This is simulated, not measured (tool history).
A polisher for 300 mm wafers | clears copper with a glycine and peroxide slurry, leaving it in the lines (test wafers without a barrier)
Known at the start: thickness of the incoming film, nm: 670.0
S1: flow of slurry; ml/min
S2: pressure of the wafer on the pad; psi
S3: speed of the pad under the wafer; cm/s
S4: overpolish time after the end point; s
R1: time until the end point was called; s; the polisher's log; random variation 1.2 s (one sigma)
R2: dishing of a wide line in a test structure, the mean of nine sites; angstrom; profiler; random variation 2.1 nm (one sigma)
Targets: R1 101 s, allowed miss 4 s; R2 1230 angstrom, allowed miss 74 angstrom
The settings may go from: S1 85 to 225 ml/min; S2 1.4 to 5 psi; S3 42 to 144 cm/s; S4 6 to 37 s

{"run": 1, "hour": 0.0, "S1": 145, "S2": 3.2, "S3": 92, "S4": 19, "R1": 95.281, "R2": 853.16}
{"run": 2, "hour": 3.9, "S1": 145, "S2": 3.2, "S3": 92, "S4": 21, "R1": 96.173, "R2": 901.8}
{"run": 3, "hour": 6.6, "S1": 145, "S2": 3.2, "S3": 92, "S4": 23, "R1": 93.786, "R2": 1007.5}
{"run": 4, "hour": 15.6, "S1": 180, "S2": 3.2, "S3": 92, "S4": 23, "R1": 92.309, "R2": 978.48}
{"run": 5, "hour": 20.3, "S1": 175, "S2": 3.1, "S3": 92, "S4": 25, "R1": 94.75, "R2": 1028.9}
{"run": 6, "hour": 22.1, "S1": 170, "S2": 3.1, "S3": 92, "S4": 26, "R1": 93.983, "R2": 1027.2}
{"run": 7, "hour": 30.7, "S1": 170, "S2": 3, "S3": 92, "S4": 28, "R1": 97.313, "R2": 1106.5}
{"run": 8, "hour": 34.3, "S1": 170, "S2": 3, "S3": 92, "S4": 29, "R1": 97.843, "R2": 1126.3}
{"run": 9, "hour": 42.7, "S1": 170, "S2": 3, "S3": 92, "S4": 30, "R1": 98.992, "R2": 1143.6}

Which of these 4 next moves meets every target?
{"run": "A", "hour": 51.1, "S1": 155, "S2": 2.8, "S3": 96, "S4": 34, "R1": "?", "R2": "?"}
{"run": "B", "hour": 51.1, "S1": 170, "S2": 2.7, "S3": 114, "S4": 29, "R1": "?", "R2": "?"}
{"run": "C", "hour": 51.1, "S1": 155, "S2": 3.1, "S3": 86, "S4": 24, "R1": "?", "R2": "?"}
{"run": "D", "hour": 51.1, "S1": 160, "S2": 3.1, "S3": 82, "S4": 29, "R1": "?", "R2": "?"}

move=A R1=101.34 R2=1217.6
move=B R1=90.403 R2=1167.5
move=C R1=101.34 R2=957.48
move=D R1=104.61 R2=1080.1
A: meets every target
B: brings the result that was furthest off to its target, and leaves another outside
C: further off than the last run
D: further off than the last run
Answer: A

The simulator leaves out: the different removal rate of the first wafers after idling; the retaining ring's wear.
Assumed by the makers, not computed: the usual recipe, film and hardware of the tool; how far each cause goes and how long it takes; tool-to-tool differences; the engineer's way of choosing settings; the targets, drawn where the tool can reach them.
